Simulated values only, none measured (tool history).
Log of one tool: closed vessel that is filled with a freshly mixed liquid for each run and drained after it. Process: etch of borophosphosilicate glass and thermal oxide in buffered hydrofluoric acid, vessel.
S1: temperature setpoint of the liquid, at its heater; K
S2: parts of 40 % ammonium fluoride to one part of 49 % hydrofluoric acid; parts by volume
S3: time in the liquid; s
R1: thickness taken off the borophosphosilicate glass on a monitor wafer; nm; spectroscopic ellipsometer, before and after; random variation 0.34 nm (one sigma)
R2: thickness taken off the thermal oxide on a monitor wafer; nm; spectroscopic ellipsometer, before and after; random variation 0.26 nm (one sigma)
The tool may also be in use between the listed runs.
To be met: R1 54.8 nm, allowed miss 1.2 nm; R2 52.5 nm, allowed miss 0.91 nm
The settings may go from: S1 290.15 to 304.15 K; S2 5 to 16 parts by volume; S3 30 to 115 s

run	hour	S1	S2	S3	R1	R2
1	0	296.15	9.5	60	80.857	77.449
2	4.8	294.65	9.5	60	74.171	70.695
3	12.4	294.65	10.5	60	68.939	65.637
4	17.7	294.65	10.5	70	80.154	76.562
5	26	298.15	10.5	70	96.575	93.513
6	31.4	298.15	9	70	108.53	104.02
7	39.4	296.15	10	70	90.964	88.239
8	41.8	294.65	10.5	70	79.643	77.16
9	47	293.65	11	70	73.263	69.106
10	52.8	293.15	11.5	70	67.53	65.082
11	56.8	293.15	11.5	70	66.878	64.384
# hour 61.4: thermometer replaced
12	61.4	292.65	11.5	70	58.465	56.25
13	64.2	292.15	11.5	70	56.9	54.472

5 next moves are on the table. One of them brings every result within its allowed miss. Which?
A	67	294.65	13.5	75	?	?
B	67	290.15	13.5	95	?	?
C	67	292.65	5.5	35	?	?
D	67	292.65	10.5	60	?	?
E	67	295.15	14.5	75	?	?

move	R1	R2
A	60.101	57.82
B	59.267	56.841
C	58.851	55.863
D	55.148	52.893
E	57.565	55.417
A: further off than the last run
B: further off than the last run
C: further off than the last run
D: meets every target
E: further off than the last run
Move D is the one to make.

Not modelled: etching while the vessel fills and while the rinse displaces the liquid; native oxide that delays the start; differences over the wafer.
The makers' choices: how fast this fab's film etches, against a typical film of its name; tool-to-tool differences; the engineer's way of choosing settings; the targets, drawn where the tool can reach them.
